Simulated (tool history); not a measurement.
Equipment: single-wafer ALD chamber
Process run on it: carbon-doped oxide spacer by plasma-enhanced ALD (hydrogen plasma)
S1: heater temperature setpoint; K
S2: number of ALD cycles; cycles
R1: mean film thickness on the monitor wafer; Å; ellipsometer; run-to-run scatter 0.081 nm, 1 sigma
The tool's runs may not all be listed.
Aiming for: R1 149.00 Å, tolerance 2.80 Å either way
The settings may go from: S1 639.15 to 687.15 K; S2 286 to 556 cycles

{"run": 1, "day": 0.0, "S1": 663.15, "S2": 421, "R1": 184.55}
{"run": 2, "day": 0.129, "S1": 663.15, "S2": 474, "R1": 205.62}
{"run": 3, "day": 0.338, "S1": 663.15, "S2": 424, "R1": 184.42}
{"run": 4, "day": 0.525, "S1": 655.15, "S2": 424, "R1": 185.15}
{"run": 5, "day": 0.621, "S1": 649.15, "S2": 424, "R1": 184.49}
{"run": 6, "day": 0.846, "S1": 645.15, "S2": 424, "R1": 186.09}
{"run": 7, "day": 1.004, "S1": 645.15, "S2": 392, "R1": 171.88}
{"run": 8, "day": 1.362, "S1": 645.15, "S2": 372, "R1": 161.54}
{"run": 9, "day": 1.592, "S1": 645.15, "S2": 362, "R1": 157.76}
{"run": 10, "day": 1.758, "S1": 645.15, "S2": 355, "R1": 154.1}
{"run": 11, "day": 1.929, "S1": 645.15, "S2": 351, "R1": 152.31}

Below are 5 possible settings for the next run. Only one of them brings all results inside the allowed miss of their targets. Which is it?
{"run": "A", "day": 2.1, "S1": 649.15, "S2": 341, "R1": "?"}
{"run": "B", "day": 2.1, "S1": 639.15, "S2": 361, "R1": "?"}
{"run": "C", "day": 2.1, "S1": 645.15, "S2": 354, "R1": "?"}
{"run": "D", "day": 2.1, "S1": 658.15, "S2": 356, "R1": "?"}
{"run": "E", "day": 2.1, "S1": 645.15, "S2": 355, "R1": "?"}

move=A R1=147.88
move=B R1=156.55
move=C R1=153.51
move=D R1=154.38
move=E R1=153.95
A: every result lands within tolerance
B: the biggest miss grows against the last run
C: the biggest miss grows against the last run
D: the biggest miss grows against the last run
E: the biggest miss grows against the last run
The move that meets every target is A.

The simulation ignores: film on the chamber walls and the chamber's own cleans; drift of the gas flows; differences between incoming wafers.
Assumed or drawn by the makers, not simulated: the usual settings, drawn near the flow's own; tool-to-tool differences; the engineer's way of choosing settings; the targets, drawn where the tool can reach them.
